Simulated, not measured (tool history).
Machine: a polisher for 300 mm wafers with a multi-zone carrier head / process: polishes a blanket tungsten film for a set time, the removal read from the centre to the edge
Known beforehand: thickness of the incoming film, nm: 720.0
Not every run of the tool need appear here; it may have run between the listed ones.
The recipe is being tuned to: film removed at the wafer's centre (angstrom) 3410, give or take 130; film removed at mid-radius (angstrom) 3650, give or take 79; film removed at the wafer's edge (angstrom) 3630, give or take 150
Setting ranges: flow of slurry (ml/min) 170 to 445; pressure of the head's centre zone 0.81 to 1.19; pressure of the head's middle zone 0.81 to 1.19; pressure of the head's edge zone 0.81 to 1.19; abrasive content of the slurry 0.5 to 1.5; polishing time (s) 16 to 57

| run | day | flow of slurry (ml/min) | pressure of the head's centre zone | pressure of the head's middle zone | pressure of the head's edge zone | abrasive content of the slurry | polishing time (s) | film removed at the wafer's centre (angstrom) | film removed at mid-radius (angstrom) | film removed at the wafer's edge (angstrom) |
|---|---|---|---|---|---|---|---|---|---|---|
| 1 | 0 | 285 | 1 | 1 | 1 | 1 | 36 | 2194.4 | 2211.7 | 2262.5 |
| 2 | 0.088 | 290 | 1.01 | 1.02 | 1.02 | 1.05 | 37 | 2335.4 | 2375.6 | 2394.1 |
| 3 | 0.296 | 290 | 1.01 | 1.02 | 0.97 | 1.05 | 37 | 2322.7 | 2354.8 | 2366.2 |
| 4 | 0.488 | 250 | 1.01 | 1.02 | 0.97 | 1.05 | 37 | 2258.1 | 2335.9 | 2352.6 |
| 5 | 0.554 | 240 | 1.02 | 1.03 | 0.99 | 1.1 | 38 | 2400.4 | 2447.6 | 2382.2 |
| 6 | 0.629 | 240 | 1.02 | 1.03 | 0.95 | 1.1 | 38 | 2362.6 | 2429.9 | 2362.5 |
|  | 0.833 | slurry nozzle cleaned |
| 7 | 0.833 | 240 | 1.02 | 1.03 | 0.95 | 1.1 | 38 | 2486 | 2467.5 | 2395.1 |
| 8 | 1.042 | 255 | 1.01 | 1.03 | 0.97 | 1.15 | 39 | 2537.4 | 2649.8 | 2573.6 |
| 9 | 1.117 | 275 | 1.01 | 1.03 | 0.99 | 1.2 | 39 | 2609.2 | 2688.1 | 2635.9 |
| 10 | 1.3 | 295 | 1.01 | 1.03 | 1.01 | 1.25 | 40 | 2742.4 | 2784.8 | 2786.9 |
| 11 | 1.454 | 310 | 1.01 | 1.04 | 1.03 | 1.3 | 40 | 2757.8 | 2869.4 | 2887.7 |
| 12 | 1.658 | 370 | 1.11 | 1.14 | 1.13 | 1.5 | 43 | 3488 | 3567.2 | 3366.3 |

Of the 5 settings listed for the next run, only one would bring every result within its allowed miss of target. Which one?
| A | 1.862 | 390 | 1.05 | 1.06 | 1.11 | 1.5 | 44 | ? | ? | ? |
| B | 1.862 | 305 | 1 | 0.99 | 1.19 | 1.2 | 51 | ? | ? | ? |
| C | 1.862 | 290 | 1.06 | 1.05 | 1.19 | 1.5 | 50 | ? | ? | ? |
| D | 1.862 | 345 | 1.03 | 1.1 | 1.19 | 1.5 | 44 | ? | ? | ? |
| E | 1.862 | 400 | 1.03 | 1.13 | 1.19 | 1.2 | 48 | ? | ? | ? |

| move | film removed at the wafer's centre (angstrom) | film removed at mid-radius (angstrom) | film removed at the wafer's edge (angstrom) |
|---|---|---|---|
| A | 3368.5 | 3440.5 | 3534.3 |
| B | 3383.4 | 3435.6 | 3895.3 |
| C | 3767.9 | 3790.3 | 4091.7 |
| D | 3272.6 | 3519.3 | 3636.9 |
| E | 3358.5 | 3690.7 | 3716.7 |
A: the furthest-off result lands on target, but another misses its tolerance
B: carries the result that was furthest off beyond its target, to the other side
C: carries the result that was furthest off beyond its target, to the other side
D: the furthest-off result lands on target, but another misses its tolerance
E: hits every target within its allowed miss
E meets every target.
